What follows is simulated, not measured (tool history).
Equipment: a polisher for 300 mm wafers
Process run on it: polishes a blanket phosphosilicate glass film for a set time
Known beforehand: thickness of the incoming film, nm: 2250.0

run,hour,flow of slurry (ml/min),pressure of the wafer on the pad (kPa),speed of the pad under the wafer (m/s),abrasive content of the slurry,polishing time (s),film removed (Å)
1,0.0,135,26.2,0.84,1.00,32,1755.6
2,4.7,135,24.1,0.84,1.00,32,1691.9
3,11.6,135,18.6,0.84,1.00,32,1531.6
4,17.1,135,18.6,0.84,0.85,32,1320.0
5,21.9,135,21.4,0.86,0.85,32,1399.5
6,22.7,135,17.9,0.86,0.85,32,1321.8
7,29.5,135,21.4,0.88,0.85,32,1418.2
8,31.1,145,28.3,0.96,0.85,32,1745.3
9,32.5,145,28.3,0.96,0.85,32,1735.2
10,36.3,145,29.0,0.96,0.85,32,1746.0

Run 11 is up next; what results do you expect?
11,37.8,145,29.6,0.96,0.85,32,?

film removed (Å): 1791.7
